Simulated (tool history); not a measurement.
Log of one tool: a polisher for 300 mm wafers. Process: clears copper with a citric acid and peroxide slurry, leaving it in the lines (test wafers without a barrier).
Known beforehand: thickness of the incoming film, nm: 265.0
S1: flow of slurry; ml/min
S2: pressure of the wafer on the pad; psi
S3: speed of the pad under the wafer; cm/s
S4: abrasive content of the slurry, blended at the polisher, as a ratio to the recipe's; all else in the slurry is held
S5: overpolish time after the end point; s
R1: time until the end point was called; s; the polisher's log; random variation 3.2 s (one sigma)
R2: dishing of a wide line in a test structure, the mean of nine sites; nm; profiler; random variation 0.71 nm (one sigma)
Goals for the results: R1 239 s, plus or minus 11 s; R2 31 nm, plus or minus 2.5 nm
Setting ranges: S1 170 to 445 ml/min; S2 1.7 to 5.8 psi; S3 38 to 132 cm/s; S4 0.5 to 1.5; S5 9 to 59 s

| run | hour | S1 | S2 | S3 | S4 | S5 | R1 | R2 |
|---|---|---|---|---|---|---|---|---|
| 1 | 0 | 285 | 3.7 | 84 | 1 | 30 | 124.3 | 36.927 |
| 2 | 1 | 285 | 3.3 | 82 | 1 | 33 | 140.97 | 36.518 |
| 3 | 9.3 | 285 | 2.9 | 82 | 1 | 33 | 155.55 | 32.087 |
| 4 | 11.2 | 285 | 2.9 | 66 | 1 | 33 | 184.42 | 30.049 |
| 5 | 17.5 | 285 | 2.9 | 86 | 1 | 33 | 153.13 | 33.176 |
| 6 | 26.4 | 285 | 2.9 | 86 | 1.1 | 33 | 146.59 | 34.585 |
| 7 | 34.5 | 285 | 2.6 | 82 | 1.1 | 35 | 174.48 | 32.826 |
| 8 | 40.8 | 285 | 2.4 | 82 | 1.1 | 36 | 184.05 | 32.494 |
| 9 | 42.8 | 285 | 2.3 | 80 | 1.1 | 37 | 190.03 | 29.495 |
| 10 | 51.6 | 285 | 2.2 | 78 | 1.1 | 40 | 203.11 | 31.989 |
| 11 | 57.8 | 285 | 2.2 | 78 | 1.1 | 40 | 199.34 | 30.468 |
|  | 61.8 | slurry nozzle cleaned |
| 12 | 61.8 | 285 | 2.1 | 76 | 1.1 | 42 | 205.11 | 32.737 |

Exactly one of the 5 candidate moves below puts every result within its allowed miss. Which one?
| A | 65.8 | 295 | 2.3 | 64 | 0.55 | 46 | ? | ? |
| B | 65.8 | 280 | 1.9 | 84 | 1.1 | 50 | ? | ? |
| C | 65.8 | 290 | 2.1 | 78 | 1.15 | 45 | ? | ? |
| D | 65.8 | 275 | 2.5 | 78 | 1.25 | 41 | ? | ? |
| E | 65.8 | 315 | 2 | 78 | 1.1 | 51 | ? | ? |

| move | R1 | R2 |
|---|---|---|
| A | 237.59 | 31.179 |
| B | 209.11 | 35.807 |
| C | 201.73 | 34.35 |
| D | 172.85 | 36.223 |
| E | 209.96 | 36.334 |
A: all results in spec
B: closes in on the targets versus the last run, not all within tolerance yet
C: further off than the last run
D: further off than the last run
E: closes in on the targets versus the last run, not all within tolerance yet
A is the move that brings every result within its allowed miss.

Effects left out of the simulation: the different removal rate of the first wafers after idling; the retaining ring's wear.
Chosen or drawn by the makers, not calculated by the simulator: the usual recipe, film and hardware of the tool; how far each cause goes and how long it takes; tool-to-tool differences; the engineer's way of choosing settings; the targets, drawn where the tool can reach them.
